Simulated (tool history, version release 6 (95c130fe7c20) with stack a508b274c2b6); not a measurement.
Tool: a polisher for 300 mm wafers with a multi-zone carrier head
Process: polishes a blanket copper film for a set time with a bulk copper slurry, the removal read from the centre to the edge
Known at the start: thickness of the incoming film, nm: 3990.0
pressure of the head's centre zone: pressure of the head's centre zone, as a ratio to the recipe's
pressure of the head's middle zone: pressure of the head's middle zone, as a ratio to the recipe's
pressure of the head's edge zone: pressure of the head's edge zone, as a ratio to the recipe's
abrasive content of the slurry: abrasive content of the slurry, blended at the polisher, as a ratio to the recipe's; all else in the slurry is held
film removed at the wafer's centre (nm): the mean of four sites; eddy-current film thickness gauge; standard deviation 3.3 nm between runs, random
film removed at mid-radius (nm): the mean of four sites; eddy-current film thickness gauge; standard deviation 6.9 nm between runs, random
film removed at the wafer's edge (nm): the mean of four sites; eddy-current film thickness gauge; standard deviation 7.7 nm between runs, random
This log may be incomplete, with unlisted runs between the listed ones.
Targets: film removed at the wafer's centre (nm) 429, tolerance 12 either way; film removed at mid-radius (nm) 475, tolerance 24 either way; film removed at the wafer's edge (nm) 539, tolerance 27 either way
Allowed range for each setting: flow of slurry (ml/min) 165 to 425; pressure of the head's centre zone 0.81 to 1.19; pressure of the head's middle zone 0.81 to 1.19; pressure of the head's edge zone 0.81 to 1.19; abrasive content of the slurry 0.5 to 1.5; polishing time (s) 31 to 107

| run | hour | flow of slurry (ml/min) | pressure of the head's centre zone | pressure of the head's middle zone | pressure of the head's edge zone | abrasive content of the slurry | polishing time (s) | film removed at the wafer's centre (nm) | film removed at mid-radius (nm) | film removed at the wafer's edge (nm) |
|---|---|---|---|---|---|---|---|---|---|---|
| 1 | 0 | 275 | 1 | 1 | 1 | 1 | 69 | 685.49 | 669.99 | 687.13 |
| 2 | 1.4 | 265 | 0.95 | 0.98 | 1.01 | 0.9 | 66 | 619.71 | 643.6 | 650.59 |
| 3 | 7.8 | 265 | 0.88 | 0.98 | 1.01 | 0.9 | 66 | 582.57 | 640.53 | 646.9 |
| 4 | 13.3 | 255 | 0.86 | 0.95 | 1.04 | 0.85 | 63 | 530.41 | 586.38 | 624.45 |
| 5 | 16.9 | 255 | 0.86 | 0.95 | 1.08 | 0.85 | 63 | 532.61 | 592.98 | 617.17 |
| 6 | 24.6 | 255 | 0.86 | 0.95 | 1.08 | 0.85 | 50 | 421.9 | 461.59 | 500.88 |
| 7 | 31.1 | 255 | 0.85 | 0.94 | 1.09 | 0.9 | 50 | 420.73 | 460.95 | 506.95 |
| 8 | 33.3 | 255 | 0.84 | 0.94 | 1.1 | 0.95 | 50 | 418.33 | 464.45 | 509.19 |

Exactly one of the 4 candidate moves below puts every result within its allowed miss. Which one?
| A | 35.5 | 265 | 0.95 | 1.06 | 1.02 | 0.85 | 46 | ? | ? | ? |
| B | 35.5 | 305 | 0.85 | 0.94 | 1.19 | 0.9 | 50 | ? | ? | ? |
| C | 35.5 | 290 | 0.88 | 0.87 | 1.08 | 1.05 | 47 | ? | ? | ? |
| D | 35.5 | 175 | 0.86 | 1.04 | 1.03 | 0.7 | 53 | ? | ? | ? |

| move | film removed at the wafer's centre (nm) | film removed at mid-radius (nm) | film removed at the wafer's edge (nm) |
|---|---|---|---|
| A | 429.89 | 481.87 | 443.65 |
| B | 427.17 | 483.82 | 528.74 |
| C | 421.55 | 432.78 | 482.64 |
| D | 410.43 | 504.11 | 480.88 |
A: moves away from the targets compared with the last run
B: meets every target
C: moves away from the targets compared with the last run
D: moves away from the targets compared with the last run
B is the move that brings every result within its allowed miss.

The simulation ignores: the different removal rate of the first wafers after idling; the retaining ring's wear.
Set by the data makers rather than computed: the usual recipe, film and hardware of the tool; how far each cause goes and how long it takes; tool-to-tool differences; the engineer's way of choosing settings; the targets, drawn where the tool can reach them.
